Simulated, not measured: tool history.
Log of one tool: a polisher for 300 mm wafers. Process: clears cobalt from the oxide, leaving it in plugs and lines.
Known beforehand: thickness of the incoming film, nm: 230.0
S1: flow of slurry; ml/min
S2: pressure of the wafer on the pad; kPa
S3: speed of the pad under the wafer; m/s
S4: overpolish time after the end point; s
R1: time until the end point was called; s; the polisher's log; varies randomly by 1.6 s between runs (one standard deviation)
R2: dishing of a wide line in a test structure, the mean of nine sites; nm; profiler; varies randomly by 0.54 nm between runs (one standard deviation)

run    day   S1   S2    S3  S4      R1      R2
  1  0.000  220  9.7  1.10  19  45.906  52.904
  2  0.075  220  7.6  1.08  20  61.039  46.127
  3  0.229  220  7.6  1.08  27  62.121  55.579
  4  0.554  220  7.6  1.08  20  59.154  47.422
  5  0.629  220  7.6  1.08  14  60.674  36.903
  6  0.975  220  7.6  0.88  14  68.909  33.437
  7  1.208  220  6.9  0.90  18  75.105  38.531
  8  1.254  220  6.9  0.90  20  74.227  40.649

The next listed run, before its measurement:
  9  1.300  220  6.9  0.90  21   ?   ?

Run 9 measured R1 74.018 s, R2 42.145 nm.
